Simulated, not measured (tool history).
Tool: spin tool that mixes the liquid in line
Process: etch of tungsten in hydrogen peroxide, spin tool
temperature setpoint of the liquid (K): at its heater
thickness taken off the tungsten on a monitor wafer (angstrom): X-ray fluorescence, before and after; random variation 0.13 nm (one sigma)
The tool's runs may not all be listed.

run	hour	temperature setpoint of the liquid (K)	concentration of hydrogen peroxide in the mixed liquid (% by weight)	time under the liquid (s)	thickness taken off the tungsten on a monitor wafer (angstrom)
1	0	327.15	24	15	519.56
2	8.9	327.15	24	15	523.39
3	11	325.15	24	15	459.19
4	13.7	323.65	24	15	419.92
5	21	322.65	24	15	396.16
# hour 23.6: new drum of peroxide connected
6	23.6	321.65	24	15	385.16
7	30.6	321.15	24	15	377.08

The next listed run, before its measurement:
8	39	321.15	24	15	?

thickness taken off the tungsten on a monitor wafer (angstrom): 374.31

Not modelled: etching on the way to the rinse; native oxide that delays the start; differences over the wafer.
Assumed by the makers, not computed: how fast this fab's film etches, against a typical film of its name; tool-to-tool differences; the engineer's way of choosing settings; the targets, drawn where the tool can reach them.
